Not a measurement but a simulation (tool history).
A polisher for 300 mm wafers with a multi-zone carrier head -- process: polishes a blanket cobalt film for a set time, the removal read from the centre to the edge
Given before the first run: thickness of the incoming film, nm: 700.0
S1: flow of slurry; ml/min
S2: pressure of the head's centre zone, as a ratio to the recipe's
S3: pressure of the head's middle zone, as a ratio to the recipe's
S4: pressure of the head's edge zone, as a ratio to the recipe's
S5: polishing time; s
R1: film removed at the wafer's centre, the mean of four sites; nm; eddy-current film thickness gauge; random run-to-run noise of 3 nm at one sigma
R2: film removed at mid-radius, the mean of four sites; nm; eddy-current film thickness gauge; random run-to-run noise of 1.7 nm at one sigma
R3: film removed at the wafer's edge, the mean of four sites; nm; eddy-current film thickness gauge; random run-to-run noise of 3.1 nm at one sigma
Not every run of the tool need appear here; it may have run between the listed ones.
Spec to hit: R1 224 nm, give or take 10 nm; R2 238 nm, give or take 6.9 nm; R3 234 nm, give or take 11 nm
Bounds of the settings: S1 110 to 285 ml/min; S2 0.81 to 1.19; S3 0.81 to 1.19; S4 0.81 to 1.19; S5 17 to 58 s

{"run": 1, "hour": 0.0, "S1": 180, "S2": 1, "S3": 1, "S4": 1, "S5": 37, "R1": 159.14, "R2": 159.77, "R3": 161.18}
{"run": 2, "hour": 7.1, "S1": 180, "S2": 1, "S3": 0.96, "S4": 1, "S5": 37, "R1": 159.79, "R2": 155.03, "R3": 162.78}
{"run": 3, "hour": 10.0, "S1": 180, "S2": 1, "S3": 1, "S4": 1, "S5": 37, "R1": 160.49, "R2": 160.23, "R3": 164.29}
{"run": 4, "hour": 17.9, "S1": 165, "S2": 1, "S3": 1, "S4": 1, "S5": 37, "R1": 156.93, "R2": 157.68, "R3": 164.43}
{"run": 5, "hour": 26.8, "S1": 165, "S2": 1.01, "S3": 1.03, "S4": 1.01, "S5": 39, "R1": 171.48, "R2": 172.28, "R3": 171.06}
{"run": 6, "hour": 31.9, "S1": 165, "S2": 1.01, "S3": 1.03, "S4": 1.01, "S5": 35, "R1": 155.1, "R2": 154.86, "R3": 154.17}
{"run": 7, "hour": 33.9, "S1": 160, "S2": 1.01, "S3": 1.04, "S4": 1.03, "S5": 38, "R1": 164.45, "R2": 170.81, "R3": 166.66}
{"run": 8, "hour": 39.7, "S1": 155, "S2": 1.01, "S3": 1.04, "S4": 1.04, "S5": 40, "R1": 171.68, "R2": 175.9, "R3": 177.26}
{"run": 9, "hour": 42.1, "S1": 155, "S2": 1.01, "S3": 1.05, "S4": 1.05, "S5": 42, "R1": 182.83, "R2": 185.55, "R3": 182.14}
{"run": 10, "hour": 47.7, "S1": 150, "S2": 1, "S3": 1.05, "S4": 1.05, "S5": 44, "R1": 187.96, "R2": 195.57, "R3": 193.44}
{"run": 11, "hour": 56.1, "S1": 150, "S2": 1, "S3": 1.05, "S4": 1.06, "S5": 45, "R1": 188.23, "R2": 198.57, "R3": 196.91}
{"run": 12, "hour": 60.9, "S1": 150, "S2": 1, "S3": 1.05, "S4": 1.06, "S5": 45, "R1": 192.46, "R2": 198.41, "R3": 206.22}

5 candidate next runs follow, results not yet known. Just one meets every target within its allowed miss. Identify it.
{"run": "A", "hour": 65.7, "S1": 175, "S2": 1.16, "S3": 1.07, "S4": 1.1, "S5": 49, "R1": "?", "R2": "?", "R3": "?"}
{"run": "B", "hour": 65.7, "S1": 120, "S2": 1.06, "S3": 1.02, "S4": 0.97, "S5": 56, "R1": "?", "R2": "?", "R3": "?"}
{"run": "C", "hour": 65.7, "S1": 120, "S2": 0.98, "S3": 0.82, "S4": 1.19, "S5": 45, "R1": "?", "R2": "?", "R3": "?"}
{"run": "D", "hour": 65.7, "S1": 115, "S2": 0.93, "S3": 1.13, "S4": 0.99, "S5": 41, "R1": "?", "R2": "?", "R3": "?"}
{"run": "E", "hour": 65.7, "S1": 160, "S2": 1, "S3": 1.07, "S4": 1.02, "S5": 53, "R1": "?", "R2": "?", "R3": "?"}

move=A R1=242.07 R2=221.16 R3=229.18
move=B R1=238.63 R2=230.98 R3=237.7
move=C R1=176.93 R2=154.81 R3=212.14
move=D R1=152.19 R2=183.55 R3=174.73
move=E R1=222.65 R2=236.78 R3=236.83
A: an improvement on the last run, though not all results are within tolerance
B: an improvement on the last run, though not all results are within tolerance
C: moves away from the targets compared with the last run
D: moves away from the targets compared with the last run
E: all results land within tolerance of their targets
So the answer is move E, the one that meets all the targets.

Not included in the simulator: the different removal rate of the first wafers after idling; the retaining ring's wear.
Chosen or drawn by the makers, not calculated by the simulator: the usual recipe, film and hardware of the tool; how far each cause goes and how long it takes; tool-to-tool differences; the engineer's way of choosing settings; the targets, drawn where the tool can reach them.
